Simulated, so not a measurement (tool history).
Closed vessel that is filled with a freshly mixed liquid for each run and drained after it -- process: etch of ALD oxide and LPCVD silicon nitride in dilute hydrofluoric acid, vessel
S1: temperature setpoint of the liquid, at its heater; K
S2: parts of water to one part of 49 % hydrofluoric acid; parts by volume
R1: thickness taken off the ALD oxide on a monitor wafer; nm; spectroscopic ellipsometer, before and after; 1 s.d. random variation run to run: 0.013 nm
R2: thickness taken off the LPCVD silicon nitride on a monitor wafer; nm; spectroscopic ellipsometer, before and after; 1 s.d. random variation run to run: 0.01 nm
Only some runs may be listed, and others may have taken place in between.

{"run": 1, "hour": 0.0, "S1": 294.15, "S2": 170, "time in the liquid (s)": 80, "R1": 8.3009, "R2": 0.17996}
{"run": 2, "hour": 3.3, "S1": 294.15, "S2": 195, "time in the liquid (s)": 80, "R1": 6.9474, "R2": 0.16963}
{"run": 3, "hour": 7.5, "S1": 293.65, "S2": 210, "time in the liquid (s)": 75, "R1": 5.8309, "R2": 0.090103}
{"run": 4, "hour": 10.0, "S1": 293.65, "S2": 210, "time in the liquid (s)": 100, "R1": 7.7318, "R2": 0.15763}
{"run": 5, "hour": 17.5, "S1": 293.65, "S2": 225, "time in the liquid (s)": 90, "R1": 6.4869, "R2": 0.18322}
{"run": 6, "hour": 20.5, "S1": 293.15, "S2": 235, "time in the liquid (s)": 80, "R1": 5.4249, "R2": 0.12957}
{"run": 7, "hour": 23.6, "S1": 292.65, "S2": 245, "time in the liquid (s)": 70, "R1": 4.3844, "R2": 0.10319}
{"run": 8, "hour": 28.4, "S1": 292.15, "S2": 255, "time in the liquid (s)": 65, "R1": 3.7747, "R2": 0.097689}
{"run": 9, "hour": 29.6, "S1": 291.65, "S2": 265, "time in the liquid (s)": 60, "R1": 3.2589, "R2": 0.067918}
{"run": 10, "hour": 32.9, "S1": 291.65, "S2": 270, "time in the liquid (s)": 55, "R1": 2.9182, "R2": 0.0808}
{"run": 11, "hour": 39.2, "S1": 291.65, "S2": 275, "time in the liquid (s)": 55, "R1": 2.8782, "R2": 0.065917}
{"run": 12, "hour": 42.0, "S1": 291.65, "S2": 280, "time in the liquid (s)": 55, "R1": 2.7896, "R2": 0.04119}
{"run": 13, "hour": 43.5, "S1": 291.65, "S2": 285, "time in the liquid (s)": 55, "R1": 2.7179, "R2": 0.056603}

Estimate the outcome of run 14 from the log above:
{"run": 14, "hour": 52.5, "S1": 291.65, "S2": 290, "time in the liquid (s)": 55, "R1": "?", "R2": "?"}

Run 14 gave R1 2.6797 nm, R2 0.067521 nm.
